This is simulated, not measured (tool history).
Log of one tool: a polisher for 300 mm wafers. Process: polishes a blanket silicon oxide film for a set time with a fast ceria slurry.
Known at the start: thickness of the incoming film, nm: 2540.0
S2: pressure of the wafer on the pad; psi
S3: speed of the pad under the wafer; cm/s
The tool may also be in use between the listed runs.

run 1 hour=0 | flow_of_slurry_(ml/min)=285 S2=2.2 S3=96 polishing_time_(s)=87 | film_removed_(nm)=1073.7
run 2 hour=1.6 | flow_of_slurry_(ml/min)=285 S2=1.8 S3=96 polishing_time_(s)=87 | film_removed_(nm)=897.91
run 3 hour=6.3 | flow_of_slurry_(ml/min)=285 S2=1.8 S3=96 polishing_time_(s)=91 | film_removed_(nm)=930.34
run 4 hour=11.1 | flow_of_slurry_(ml/min)=285 S2=2 S3=96 polishing_time_(s)=91 | film_removed_(nm)=1054.5
run 5 hour=13.2 | flow_of_slurry_(ml/min)=285 S2=2.1 S3=96 polishing_time_(s)=91 | film_removed_(nm)=1104
run 6 hour=18.7 | flow_of_slurry_(ml/min)=285 S2=2.1 S3=96 polishing_time_(s)=87 | film_removed_(nm)=1017.2
-- hour=23 worn pad replaced by a new one
run 7 hour=23 | flow_of_slurry_(ml/min)=285 S2=2.7 S3=100 polishing_time_(s)=87 | film_removed_(nm)=1518.2
run 8 hour=28.9 | flow_of_slurry_(ml/min)=285 S2=2.9 S3=100 polishing_time_(s)=87 | film_removed_(nm)=1632.6

Forecast run 9:
run 9 hour=31.3 | flow_of_slurry_(ml/min)=285 S2=3 S3=100 polishing_time_(s)=87 | film_removed_(nm)=?

Run 9 gave film removed (nm) 1681.3.

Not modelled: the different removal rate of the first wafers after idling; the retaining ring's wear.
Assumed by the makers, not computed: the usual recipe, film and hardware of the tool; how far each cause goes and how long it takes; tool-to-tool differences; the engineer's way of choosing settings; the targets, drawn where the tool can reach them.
